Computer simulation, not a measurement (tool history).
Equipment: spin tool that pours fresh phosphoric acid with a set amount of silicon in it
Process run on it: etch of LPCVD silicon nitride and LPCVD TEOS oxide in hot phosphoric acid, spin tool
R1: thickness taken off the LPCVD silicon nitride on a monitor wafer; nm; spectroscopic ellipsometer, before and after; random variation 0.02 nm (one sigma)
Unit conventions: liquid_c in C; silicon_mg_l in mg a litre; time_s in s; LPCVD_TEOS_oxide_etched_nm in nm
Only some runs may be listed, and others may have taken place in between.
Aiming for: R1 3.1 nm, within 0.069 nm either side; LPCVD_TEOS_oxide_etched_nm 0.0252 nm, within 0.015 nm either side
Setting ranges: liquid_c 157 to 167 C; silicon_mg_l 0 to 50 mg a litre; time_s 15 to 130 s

Run 1, hour 0: liquid_c 162 C, silicon_mg_l 29 mg a litre, time_s 65 s. Result: R1 6.0696 nm, LPCVD_TEOS_oxide_etched_nm 0.12411 nm.
Run 2, hour 2.8: liquid_c 162 C, silicon_mg_l 39.5 mg a litre, time_s 65 s. Result: R1 6.1044 nm, LPCVD_TEOS_oxide_etched_nm 0.067389 nm.
Run 3, hour 7.2: liquid_c 162 C, silicon_mg_l 39.5 mg a litre, time_s 50 s. Result: R1 4.702 nm, LPCVD_TEOS_oxide_etched_nm 0.051728 nm.
Run 4, hour 14.4: liquid_c 161 C, silicon_mg_l 40 mg a litre, time_s 45 s. Result: R1 4.0338 nm, LPCVD_TEOS_oxide_etched_nm 0.056233 nm.
Run 5, hour 19.2: liquid_c 160 C, silicon_mg_l 40 mg a litre, time_s 45 s. Result: R1 3.9024 nm, LPCVD_TEOS_oxide_etched_nm 0.051419 nm.
Run 6, hour 25.8: liquid_c 160 C, silicon_mg_l 27.5 mg a litre, time_s 45 s. Result: R1 3.8705 nm, LPCVD_TEOS_oxide_etched_nm 0.068323 nm.
Run 7, hour 32.4: liquid_c 159.5 C, silicon_mg_l 32.5 mg a litre, time_s 45 s. Result: R1 3.8489 nm, LPCVD_TEOS_oxide_etched_nm 0.050782 nm.
Run 8, hour 33.9: liquid_c 159 C, silicon_mg_l 34.5 mg a litre, time_s 45 s. Result: R1 3.8122 nm, LPCVD_TEOS_oxide_etched_nm 0.071371 nm.
Run 9, hour 40.7: liquid_c 159 C, silicon_mg_l 38 mg a litre, time_s 40 s. Result: R1 3.3782 nm, LPCVD_TEOS_oxide_etched_nm 0.044385 nm.
Run 10, hour 48.9: liquid_c 158.5 C, silicon_mg_l 41 mg a litre, time_s 40 s. Result: R1 3.3095 nm, LPCVD_TEOS_oxide_etched_nm 0.041961 nm.

Which single option among these 4 for the next run brings every result within its allowed miss of target? Just one does.
Run A, hour 57.1: liquid_c 158.5 C, silicon_mg_l 34 mg a litre, time_s 40 s. Result: R1 ?, LPCVD_TEOS_oxide_etched_nm ?.
Run B, hour 57.1: liquid_c 157.5 C, silicon_mg_l 40 mg a litre, time_s 45 s. Result: R1 ?, LPCVD_TEOS_oxide_etched_nm ?.
Run C, hour 57.1: liquid_c 157 C, silicon_mg_l 36 mg a litre, time_s 45 s. Result: R1 ?, LPCVD_TEOS_oxide_etched_nm ?.
Run D, hour 57.1: liquid_c 160.5 C, silicon_mg_l 49.5 mg a litre, time_s 35 s. Result: R1 ?, LPCVD_TEOS_oxide_etched_nm ?.

move      R1  LPCVD_TEOS_oxide_etched_nm
   A  3.3037                    0.048899
   B  3.5928                    0.036462
   C  3.5322                    0.044485
   D  3.0921                    0.024701
A: no nearer and no further than the last run
B: moves away from the targets compared with the last run
C: moves away from the targets compared with the last run
D: all results in spec
Go with D: it meets all targets.
